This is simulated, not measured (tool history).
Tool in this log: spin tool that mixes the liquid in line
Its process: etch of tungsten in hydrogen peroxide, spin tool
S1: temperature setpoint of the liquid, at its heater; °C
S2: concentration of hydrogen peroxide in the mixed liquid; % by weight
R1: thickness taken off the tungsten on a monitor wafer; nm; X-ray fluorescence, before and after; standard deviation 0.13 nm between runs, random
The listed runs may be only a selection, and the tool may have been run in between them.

run 1 day=0.000 | S1=51.0 S2=16.0 time_under_the_liquid_(s)=45 | R1=57.250
run 2 day=0.038 | S1=57.5 S2=16.0 time_under_the_liquid_(s)=45 | R1=83.832
run 3 day=0.212 | S1=57.5 S2=17.5 time_under_the_liquid_(s)=45 | R1=87.259
run 4 day=0.267 | S1=51.5 S2=17.5 time_under_the_liquid_(s)=45 | R1=61.219
run 5 day=0.475 | S1=55.0 S2=17.5 time_under_the_liquid_(s)=45 | R1=75.045
run 6 day=0.842 | S1=50.0 S2=17.5 time_under_the_liquid_(s)=45 | R1=56.084
run 7 day=1.204 | S1=46.5 S2=17.5 time_under_the_liquid_(s)=45 | R1=44.868
run 8 day=1.312 | S1=44.0 S2=17.5 time_under_the_liquid_(s)=45 | R1=38.366

Predict the results of run 9:
run 9 day=1.638 | S1=37.0 S2=17.5 time_under_the_liquid_(s)=45 | R1=?

Run 9 yielded R1 24.340 nm.
